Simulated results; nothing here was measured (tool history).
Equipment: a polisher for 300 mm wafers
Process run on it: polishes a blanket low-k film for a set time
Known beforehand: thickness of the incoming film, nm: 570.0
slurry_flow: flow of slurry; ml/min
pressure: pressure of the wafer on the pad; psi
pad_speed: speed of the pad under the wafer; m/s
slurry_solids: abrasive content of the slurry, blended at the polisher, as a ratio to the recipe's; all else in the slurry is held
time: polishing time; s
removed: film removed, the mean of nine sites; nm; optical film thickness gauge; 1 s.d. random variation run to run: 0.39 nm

run,day,slurry_flow,pressure,pad_speed,slurry_solids,time,removed
1,0,265,2.3,1.2,1,115,51.036
2,0.354,265,2,1.18,1,115,43.388
3,0.562,265,2,1.18,1,120,44.745
4,0.879,320,2,1.18,1,120,45.449
5,1.104,320,1.8,1.18,1,120,41.6
6,1.308,320,2.1,1.18,1,120,48.04

Run 7 is up next; what results do you expect?
# day 1.496: worn pad replaced by a new one
7,1.496,320,1.9,1.18,1,120,?

Run 7 measured removed 48.024 nm.
